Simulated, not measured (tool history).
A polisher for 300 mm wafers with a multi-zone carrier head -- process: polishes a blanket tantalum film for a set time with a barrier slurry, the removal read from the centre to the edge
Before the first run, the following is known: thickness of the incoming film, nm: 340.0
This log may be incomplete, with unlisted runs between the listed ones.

| run | hour | flow of slurry (ml/min) | pressure of the head's centre zone | pressure of the head's middle zone | pressure of the head's edge zone | abrasive content of the slurry | polishing time (s) | film removed at the wafer's centre (nm) | film removed at mid-radius (nm) | film removed at the wafer's edge (nm) |
|---|---|---|---|---|---|---|---|---|---|---|
| 1 | 0 | 290 | 1 | 1 | 1 | 1 | 66 | 79.204 | 79.996 | 81.997 |
| 2 | 3.6 | 290 | 1 | 1 | 1.08 | 1 | 66 | 78.3 | 78.623 | 85.692 |
| 3 | 6.2 | 290 | 1 | 1 | 1.14 | 1 | 66 | 79.941 | 80.091 | 88.322 |
| 4 | 13.6 | 290 | 1 | 0.94 | 1.14 | 1 | 66 | 79.992 | 75.502 | 86.93 |
| 5 | 17.2 | 290 | 1.02 | 0.94 | 1.15 | 1.1 | 70 | 87.86 | 81.692 | 95.947 |
| 6 | 18 | 295 | 1.05 | 0.96 | 1.15 | 1.2 | 73 | 96.048 | 88.626 | 99.14 |
| 7 | 24 | 295 | 1.05 | 0.95 | 1.15 | 1.25 | 77 | 101.47 | 93.443 | 108.3 |
| 8 | 29.4 | 295 | 1.06 | 0.95 | 1.15 | 1.3 | 80 | 112.32 | 98.734 | 115.8 |

Run 9, settings as shown, results not yet in. Your forecast:
| 9 | 31.8 | 295 | 1.06 | 0.96 | 1.15 | 1.35 | 81 | ? | ? | ? |

{"run 9": {"film removed at the wafer's centre (nm)": 110.32, "film removed at mid-radius (nm)": 100.98, "film removed at the wafer's edge (nm)": 117.18}}
